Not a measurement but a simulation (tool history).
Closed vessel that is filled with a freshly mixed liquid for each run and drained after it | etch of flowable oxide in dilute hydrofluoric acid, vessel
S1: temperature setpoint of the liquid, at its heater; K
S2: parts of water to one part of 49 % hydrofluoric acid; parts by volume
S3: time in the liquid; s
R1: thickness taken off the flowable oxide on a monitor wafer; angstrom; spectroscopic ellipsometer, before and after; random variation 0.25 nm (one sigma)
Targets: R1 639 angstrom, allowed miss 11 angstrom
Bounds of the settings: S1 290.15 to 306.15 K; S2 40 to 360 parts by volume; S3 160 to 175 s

run	day	S1	S2	S3	R1
1	0	298.15	200	160	248.66
2	0.275	296.15	200	160	228.74
3	0.467	296.15	170	160	281.55
4	0.512	297.15	160	160	311.92
5	0.688	294.15	160	160	279.44
6	0.871	295.65	155	160	305.94
7	1.192	296.65	150	160	328.26
8	1.517	297.65	145	160	358.57
9	1.792	298.65	140	160	384.34
10	2.038	299.65	135	160	418.72
11	2.346	300.15	135	160	425.64
12	2.546	300.65	135	160	435.34

4 next moves are on the table. One of them brings every result within its allowed miss. Which?
A	2.746	300.15	160	160	?
B	2.746	299.15	185	160	?
C	2.746	300.65	90	175	?
D	2.746	300.15	95	160	?

move	R1
A	349.6
B	283.03
C	757.55
D	639.28
A: further off than the last run
B: further off than the last run
C: takes the result that was furthest off past its target
D: meets every target
Move D is the one to make.
